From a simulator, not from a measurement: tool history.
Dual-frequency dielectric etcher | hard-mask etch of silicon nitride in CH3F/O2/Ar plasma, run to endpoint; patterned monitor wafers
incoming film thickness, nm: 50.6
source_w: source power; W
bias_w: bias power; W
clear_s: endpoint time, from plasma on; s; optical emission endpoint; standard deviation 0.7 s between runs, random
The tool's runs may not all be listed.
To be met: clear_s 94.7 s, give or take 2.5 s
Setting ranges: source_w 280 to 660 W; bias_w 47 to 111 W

Run 1, day 0: source_w 470 W, bias_w 79 W. Result: clear_s 68.23 s.
Run 2, day 0.054: source_w 470 W, bias_w 92 W. Result: clear_s 64.906 s.
Run 3, day 0.175: source_w 470 W, bias_w 78 W. Result: clear_s 69.188 s.
Run 4, day 0.196: source_w 470 W, bias_w 69 W. Result: clear_s 73.054 s.
Run 5, day 0.538: source_w 450 W, bias_w 66 W. Result: clear_s 75.188 s.
Run 6, day 0.717: source_w 430 W, bias_w 63 W. Result: clear_s 77.666 s.
Run 7, day 1.038: source_w 410 W, bias_w 61 W. Result: clear_s 81.485 s.
Run 8, day 1.2: source_w 390 W, bias_w 60 W. Result: clear_s 83.716 s.
Run 9, day 1.392: source_w 380 W, bias_w 60 W. Result: clear_s 85.127 s.
Run 10, day 1.688: source_w 370 W, bias_w 60 W. Result: clear_s 85.477 s.
Run 11, day 1.767: source_w 360 W, bias_w 60 W. Result: clear_s 87.348 s.
Run 12, day 2.125: source_w 280 W, bias_w 56 W. Result: clear_s 102.6 s.
Run 13, day 2.438: source_w 280 W, bias_w 56 W. Result: clear_s 104.22 s.
Run 14, day 2.6: source_w 290 W, bias_w 56 W. Result: clear_s 102.18 s.
Run 15, day 2.767: source_w 300 W, bias_w 56 W. Result: clear_s 100.95 s.
Run 16, day 3.017: source_w 370 W, bias_w 60 W. Result: clear_s 85.784 s.
Run 17, day 3.304: source_w 360 W, bias_w 60 W. Result: clear_s 88.612 s.
Run 18, day 3.342: source_w 350 W, bias_w 60 W. Result: clear_s 88.717 s.

Consider the 5 candidate settings below. Which is the only one whose results all fall within their allowed miss of target?
Run A, day 3.379: source_w 350 W, bias_w 75 W. Result: clear_s ?.
Run B, day 3.379: source_w 330 W, bias_w 55 W. Result: clear_s ?.
Run C, day 3.379: source_w 350 W, bias_w 62 W. Result: clear_s ?.
Run D, day 3.379: source_w 370 W, bias_w 71 W. Result: clear_s ?.
Run E, day 3.379: source_w 360 W, bias_w 71 W. Result: clear_s ?.

move  clear_s
   A   81.886
   B   95.905
   C   88.487
   D   81.335
   E   82.508
A: misses by more than the last run did
B: in spec on every target
C: about the same distance from the targets as the last run
D: misses by more than the last run did
E: misses by more than the last run did
The move that meets every target is B.

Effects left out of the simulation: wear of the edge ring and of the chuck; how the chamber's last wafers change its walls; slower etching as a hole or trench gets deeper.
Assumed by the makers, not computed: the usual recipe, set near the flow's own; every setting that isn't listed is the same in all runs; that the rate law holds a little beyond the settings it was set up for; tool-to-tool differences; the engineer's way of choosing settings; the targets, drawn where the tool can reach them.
